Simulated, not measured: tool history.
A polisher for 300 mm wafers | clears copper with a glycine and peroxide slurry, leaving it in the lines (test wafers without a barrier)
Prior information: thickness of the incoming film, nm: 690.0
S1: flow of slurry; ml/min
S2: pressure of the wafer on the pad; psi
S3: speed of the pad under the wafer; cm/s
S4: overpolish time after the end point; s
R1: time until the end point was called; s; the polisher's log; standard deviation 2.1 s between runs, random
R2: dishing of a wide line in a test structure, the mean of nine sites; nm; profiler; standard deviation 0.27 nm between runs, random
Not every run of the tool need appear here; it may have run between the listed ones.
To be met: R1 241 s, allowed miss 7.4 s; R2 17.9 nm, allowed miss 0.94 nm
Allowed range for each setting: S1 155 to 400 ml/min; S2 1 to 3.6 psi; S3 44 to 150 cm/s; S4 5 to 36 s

Run 1, hour 0: S1 255 ml/min, S2 2.3 psi, S3 96 cm/s, S4 18 s. Result: R1 136.11 s, R2 20.923 nm.
Run 2, hour 4.5: S1 245 ml/min, S2 2 psi, S3 94 cm/s, S4 15 s. Result: R1 153.43 s, R2 20.675 nm.
Run 3, hour 5.2: S1 190 ml/min, S2 2 psi, S3 94 cm/s, S4 15 s. Result: R1 157.75 s, R2 20.769 nm.
Run 4, hour 11.9: S1 190 ml/min, S2 2 psi, S3 106 cm/s, S4 15 s. Result: R1 145.74 s, R2 20.95 nm.
Run 5, hour 15.8: S1 190 ml/min, S2 2.3 psi, S3 106 cm/s, S4 15 s. Result: R1 128.55 s, R2 21.012 nm.
Run 6, hour 22.4: S1 225 ml/min, S2 2 psi, S3 100 cm/s, S4 13 s. Result: R1 149.91 s, R2 19.849 nm.
Run 7, hour 30.4: S1 230 ml/min, S2 1.4 psi, S3 84 cm/s, S4 8 s. Result: R1 214.24 s, R2 13.343 nm.
Run 8, hour 31.9: S1 220 ml/min, S2 1.4 psi, S3 82 cm/s, S4 11 s. Result: R1 219.58 s, R2 16.227 nm.
Run 9, hour 32.5: S1 215 ml/min, S2 1.4 psi, S3 82 cm/s, S4 12 s. Result: R1 220.66 s, R2 16.771 nm.
Run 10, hour 36: S1 210 ml/min, S2 1.4 psi, S3 82 cm/s, S4 12 s. Result: R1 225.24 s, R2 17.212 nm.
Run 11, hour 40.9: S1 205 ml/min, S2 1.4 psi, S3 82 cm/s, S4 12 s. Result: R1 221.42 s, R2 16.837 nm.
Run 12, hour 47: S1 200 ml/min, S2 1.4 psi, S3 82 cm/s, S4 12 s. Result: R1 225.28 s, R2 16.647 nm.
Run 13, hour 54.2: S1 195 ml/min, S2 1.4 psi, S3 82 cm/s, S4 12 s. Result: R1 223.8 s, R2 17.136 nm.
Run 14, hour 55.4: S1 190 ml/min, S2 1.4 psi, S3 82 cm/s, S4 12 s. Result: R1 226.43 s, R2 16.959 nm.
Run 15, hour 64.3: S1 190 ml/min, S2 1.2 psi, S3 82 cm/s, S4 19 s. Result: R1 245.01 s, R2 20.23 nm.
Run 16, hour 69.4: S1 195 ml/min, S2 1.2 psi, S3 82 cm/s, S4 18 s. Result: R1 246.16 s, R2 19.7 nm.
Run 17, hour 73.7: S1 200 ml/min, S2 1.2 psi, S3 82 cm/s, S4 17 s. Result: R1 247.12 s, R2 19.22 nm.
Run 18, hour 82.5: S1 205 ml/min, S2 1.2 psi, S3 82 cm/s, S4 17 s. Result: R1 244.31 s, R2 19.678 nm.
Run 19, hour 85.5: S1 210 ml/min, S2 1.2 psi, S3 82 cm/s, S4 16 s. Result: R1 241.93 s, R2 18.243 nm.
Run 20, hour 93.7: S1 215 ml/min, S2 1.2 psi, S3 82 cm/s, S4 16 s. Result: R1 242.08 s, R2 19.001 nm.

Exercise: of the 5 proposed moves below, exactly one satisfies all targets within the stated allowed misses. Which move is it?
Run A, hour 101.9: S1 255 ml/min, S2 1 psi, S3 98 cm/s, S4 14 s. Result: R1 ?, R2 ?.
Run B, hour 101.9: S1 190 ml/min, S2 1.4 psi, S3 72 cm/s, S4 18 s. Result: R1 ?, R2 ?.
Run C, hour 101.9: S1 250 ml/min, S2 1.1 psi, S3 92 cm/s, S4 18 s. Result: R1 ?, R2 ?.
Run D, hour 101.9: S1 155 ml/min, S2 1.3 psi, S3 82 cm/s, S4 17 s. Result: R1 ?, R2 ?.
Run E, hour 101.9: S1 265 ml/min, S2 1.4 psi, S3 64 cm/s, S4 20 s. Result: R1 ?, R2 ?.

move      R1      R2
   A  240.17  17.724
   B  243.75  20.105
   C  235.79  20.066
   D  242.37  19.422
   E  252.18  21.096
A: meets every target
B: lands further from the targets than the last run did
C: lands further from the targets than the last run did
D: lands further from the targets than the last run did
E: lands further from the targets than the last run did
So the answer is move A, the one that meets all the targets.
